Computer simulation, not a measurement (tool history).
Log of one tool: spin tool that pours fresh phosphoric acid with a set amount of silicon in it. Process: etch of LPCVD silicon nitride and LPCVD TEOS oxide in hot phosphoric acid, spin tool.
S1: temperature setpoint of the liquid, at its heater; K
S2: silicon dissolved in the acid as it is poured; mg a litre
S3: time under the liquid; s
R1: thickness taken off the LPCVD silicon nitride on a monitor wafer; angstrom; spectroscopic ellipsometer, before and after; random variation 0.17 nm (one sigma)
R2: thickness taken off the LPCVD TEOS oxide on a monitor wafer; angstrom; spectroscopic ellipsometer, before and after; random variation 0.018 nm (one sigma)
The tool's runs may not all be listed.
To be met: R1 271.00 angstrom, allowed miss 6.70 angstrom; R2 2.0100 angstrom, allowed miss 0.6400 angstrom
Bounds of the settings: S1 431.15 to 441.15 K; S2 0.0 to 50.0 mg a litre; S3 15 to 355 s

run  hour      S1    S2   S3      R1      R2
  1   0.0  436.15  24.5  180  172.89  3.9442
  2   6.0  436.15  24.5  220  212.45  4.1432
  3  10.7  436.15  24.5  180  173.25  3.8180
  4  11.6  436.65  29.0  195  191.74  3.3534
  5  13.7  435.65  29.0  195  186.44  3.1430
  6  17.5  436.15  32.5  205  198.93  3.1571
  7  20.9  436.15  35.5  215  206.39  3.0077
  8  22.0  436.15  38.0  225  218.57  2.9717
  9  27.1  436.15  40.0  230  219.67  2.7070
 10  30.3  436.15  41.5  235  228.49  2.4720

4 next moves are on the table. One of them brings every result within its allowed miss. Which?
  A  33.5  437.15  32.5  215   ?   ?
  B  33.5  437.65  25.5  250   ?   ?
  C  33.5  436.15  48.0  210   ?   ?
  D  33.5  436.15  46.0  280   ?   ?

move      R1      R2
   A  211.25  3.4971
   B  249.72  5.2186
   C  199.63  1.4966
   D  266.17  2.2874
A: further off than the last run
B: nearer than the last run, and not there yet
C: further off than the last run
D: meets every target
Move D is the one to make.
